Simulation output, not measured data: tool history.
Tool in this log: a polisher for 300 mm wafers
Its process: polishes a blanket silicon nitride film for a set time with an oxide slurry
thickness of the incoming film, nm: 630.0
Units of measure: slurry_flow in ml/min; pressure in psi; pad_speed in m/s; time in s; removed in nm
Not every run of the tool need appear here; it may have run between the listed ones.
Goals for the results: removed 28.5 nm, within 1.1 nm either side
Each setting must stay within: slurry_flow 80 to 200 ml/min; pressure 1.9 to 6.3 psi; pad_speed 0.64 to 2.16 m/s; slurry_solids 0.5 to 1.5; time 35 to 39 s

run  hour  slurry_flow  pressure  pad_speed  slurry_solids  time  removed
  1     0          130       4.1        1.4              1    39   33.783
  2   8.7          130       4.1        1.4              1    39   34.278
  3  17.4          130       4.6        1.4              1    39   36.641
  4  20.3          130       4.4        1.4              1    39   36.205
  5  23.1          150       4.4        1.4              1    39   37.071
  6    25          150       4.4        1.2              1    39   32.802
  7  32.3          145       4.3        1.2              1    39   31.289
  8  38.4          140       4.2        1.2              1    39   31.025
  9    47          140       4.1        1.2              1    39   30.449
 10  50.1          140         4        1.2              1    39   29.883

4 candidate next runs follow, results not yet known. Just one meets every target within its allowed miss. Identify it.
  A  53.2          140       4.6       1.12              1    35        ?
  B  53.2           90       4.6       1.34            0.9    39        ?
  C  53.2          135       4.5       1.18            1.1    37        ?
  D  53.2          150       4.2       1.18              1    39        ?

move  removed
   A   28.238
   B   31.109
   C   31.479
   D    30.96
A: hits every target within its allowed miss
B: lands further from the targets than the last run did
C: lands further from the targets than the last run did
D: lands further from the targets than the last run did
So the answer is move A, the one that meets all the targets.
